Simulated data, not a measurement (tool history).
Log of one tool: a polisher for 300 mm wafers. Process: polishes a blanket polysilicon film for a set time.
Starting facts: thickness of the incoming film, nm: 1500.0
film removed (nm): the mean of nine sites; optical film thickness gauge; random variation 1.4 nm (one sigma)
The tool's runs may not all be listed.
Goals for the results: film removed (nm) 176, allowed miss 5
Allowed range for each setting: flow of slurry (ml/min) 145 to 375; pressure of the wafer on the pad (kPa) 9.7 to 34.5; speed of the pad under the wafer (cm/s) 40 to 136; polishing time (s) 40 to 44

run    day  flow of slurry (ml/min)  pressure of the wafer on the pad (kPa)  speed of the pad under the wafer (cm/s)  polishing time (s)  film removed (nm)
  1      0                      240                                    22.1                                       88                  44             334.35
  2  0.179                      235                                    19.3                                       86                  44             281.86
  3  0.396                      235                                    19.3                                       76                  44             250.42
  4  0.475                      235                                    19.3                                       76                  40             228.04
  5   0.65                      235                                    19.3                                       76                  44             249.81
  6  0.754                      230                                    17.9                                       76                  44             233.53
  7  1.017                      215                                    11.7                                       76                  44             156.07
  8    1.2                      230                                    11.7                                       76                  44             155.47
  9  1.321                      230                                    12.4                                       76                  44             163.65

Pick the move, out of 5, that brings all results within their allowed miss; only one does.
  A  1.442                      175                                      11                                       84                  44                  ?
  B  1.442                      270                                    13.1                                       70                  42                  ?
  C  1.442                      220                                    11.7                                       76                  41                  ?
  D  1.442                      250                                    12.4                                       90                  40                  ?
  E  1.442                      250                                    12.4                                       82                  40                  ?

move  film removed (nm)
   A             156.93
   B             153.86
   C             143.73
   D             176.34
   E             161.13
A: misses by more than the last run did
B: misses by more than the last run did
C: misses by more than the last run did
D: all results land within tolerance of their targets
E: misses by more than the last run did
So the answer is move D, the one that meets all the targets.
